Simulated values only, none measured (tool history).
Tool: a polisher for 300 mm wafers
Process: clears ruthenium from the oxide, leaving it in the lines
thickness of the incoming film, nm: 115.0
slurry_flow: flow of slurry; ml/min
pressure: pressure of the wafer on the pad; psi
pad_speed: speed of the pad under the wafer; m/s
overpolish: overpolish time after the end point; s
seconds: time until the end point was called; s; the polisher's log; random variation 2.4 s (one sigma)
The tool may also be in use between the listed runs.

| run | day | slurry_flow | pressure | pad_speed | overpolish | seconds |
|---|---|---|---|---|---|---|
| 1 | 0 | 290 | 1.4 | 1.24 | 6 | 106.02 |
| 2 | 0.371 | 290 | 1.2 | 1.22 | 6 | 119.51 |
| 3 | 0.425 | 290 | 1.2 | 1.08 | 6 | 136.63 |
| 4 | 0.692 | 290 | 1.1 | 1.08 | 6 | 139.37 |
| 5 | 0.954 | 320 | 1.1 | 1.08 | 6 | 140.93 |
| 6 | 1.296 | 320 | 1.1 | 1.08 | 6 | 137.83 |

Run 7 comes next. What will it give?
| 7 | 1.421 | 315 | 1 | 1.08 | 6 | ? |

{"run 7": {"seconds": 148.07}}

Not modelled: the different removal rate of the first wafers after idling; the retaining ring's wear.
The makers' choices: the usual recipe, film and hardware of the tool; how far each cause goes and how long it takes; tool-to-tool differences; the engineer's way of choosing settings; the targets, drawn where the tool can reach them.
